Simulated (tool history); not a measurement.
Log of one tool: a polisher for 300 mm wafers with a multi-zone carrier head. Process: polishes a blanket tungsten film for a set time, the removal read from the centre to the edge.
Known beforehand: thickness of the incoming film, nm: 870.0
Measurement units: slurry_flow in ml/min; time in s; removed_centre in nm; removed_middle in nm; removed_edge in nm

run  hour  slurry_flow  centre_zone  middle_zone  edge_zone  slurry_solids  time  removed_centre  removed_middle  removed_edge
  1   0.0          200         1.00         1.00       1.00           1.00    57          236.73          243.93        244.58
  2   1.7          200         1.00         1.00       1.00           0.85    57          224.92          226.74        234.57
  3   2.9          200         0.99         1.01       0.98           0.80    53          204.52          214.93        211.63
  4  10.3          200         0.99         0.94       0.98           0.80    53          205.40          208.41        209.00
  5  11.4          195         0.98         0.93       0.98           0.75    50          186.19          187.98        193.56
  6  19.5          195         0.98         0.93       1.03           0.75    50          190.12          190.83        199.02
  7  25.8          185         0.91         0.96       0.93           0.50    34          103.00          114.80        110.09
  8  32.3          195         0.92         0.97       0.95           0.50    34          107.92          115.28        114.28
  9  37.2          195         0.92         0.99       0.96           0.55    34          110.29          125.67        117.47

The next listed run, before its measurement:
 10  39.4          200         0.92         0.99       0.97           0.55    34               ?               ?             ?

Run 10 gave removed_centre 110.11 nm, removed_middle 120.02 nm, removed_edge 119.41 nm.

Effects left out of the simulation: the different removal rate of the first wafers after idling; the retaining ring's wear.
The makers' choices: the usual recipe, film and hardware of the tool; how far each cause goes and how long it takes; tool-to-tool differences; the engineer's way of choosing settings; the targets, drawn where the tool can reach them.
